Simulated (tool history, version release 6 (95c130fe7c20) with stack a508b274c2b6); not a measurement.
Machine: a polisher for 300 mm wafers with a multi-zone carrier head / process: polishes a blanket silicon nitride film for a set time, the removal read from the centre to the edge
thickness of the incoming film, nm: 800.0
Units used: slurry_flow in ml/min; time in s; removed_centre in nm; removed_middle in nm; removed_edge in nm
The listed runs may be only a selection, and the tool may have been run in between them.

run 1 hour=0 | slurry_flow=135 centre_zone=1 middle_zone=1 edge_zone=1 time=49 | removed_centre=83.272 removed_middle=81.624 removed_edge=81.107
run 2 hour=0.5 | slurry_flow=155 centre_zone=1 middle_zone=1 edge_zone=1 time=49 | removed_centre=84.153 removed_middle=84.142 removed_edge=81.214
run 3 hour=1.4 | slurry_flow=155 centre_zone=1.03 middle_zone=0.99 edge_zone=1.03 time=50 | removed_centre=89.273 removed_middle=85.913 removed_edge=84.531
run 4 hour=7.7 | slurry_flow=155 centre_zone=1.03 middle_zone=1.05 edge_zone=1.03 time=50 | removed_centre=88.545 removed_middle=90.608 removed_edge=83.824
run 5 hour=12.9 | slurry_flow=155 centre_zone=1.06 middle_zone=1.03 edge_zone=1.05 time=50 | removed_centre=90.17 removed_middle=86.104 removed_edge=85.029
run 6 hour=15.1 | slurry_flow=160 centre_zone=1.08 middle_zone=1.03 edge_zone=1.06 time=50 | removed_centre=91.565 removed_middle=87.609 removed_edge=85.128
run 7 hour=17.2 | slurry_flow=160 centre_zone=1.08 middle_zone=1.03 edge_zone=1.06 time=50 | removed_centre=91.48 removed_middle=88.374 removed_edge=85.594

Run 8, settings as shown, results not yet in. Your forecast:
run 8 hour=20 | slurry_flow=160 centre_zone=1.08 middle_zone=1.03 edge_zone=1.06 time=50 | removed_centre=? removed_middle=? removed_edge=?

{"run 8": {"removed_centre": 92.378, "removed_middle": 88.141, "removed_edge": 85.422}}
